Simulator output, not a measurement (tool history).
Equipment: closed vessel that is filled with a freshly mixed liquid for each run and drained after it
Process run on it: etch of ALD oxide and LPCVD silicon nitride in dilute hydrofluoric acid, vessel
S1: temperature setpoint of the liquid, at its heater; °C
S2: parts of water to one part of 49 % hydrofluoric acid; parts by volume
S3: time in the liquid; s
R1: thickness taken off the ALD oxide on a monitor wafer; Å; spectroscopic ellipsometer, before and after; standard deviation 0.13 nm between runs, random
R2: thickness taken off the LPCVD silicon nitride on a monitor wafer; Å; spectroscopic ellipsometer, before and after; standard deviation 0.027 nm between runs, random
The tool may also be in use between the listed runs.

run,hour,S1,S2,S3,R1,R2
1,0.0,22.0,290,735,206.16,11.501
2,9.1,21.5,300,740,199.33,10.842
3,15.9,21.5,300,855,225.10,12.947
4,18.4,21.5,350,855,183.97,11.146
5,19.7,21.5,350,1150,249.95,14.730
6,21.6,21.5,430,1150,186.82,12.787
7,23.8,20.5,420,1140,186.65,11.700
8,25.2,20.0,420,1140,184.01,11.509
9,31.7,19.5,420,1140,184.36,11.078

Run 10, settings as shown, results not yet in. Your forecast:
10,33.2,19.5,420,1140,?,?

R1: 182.09 Å
R2: 10.797 Å
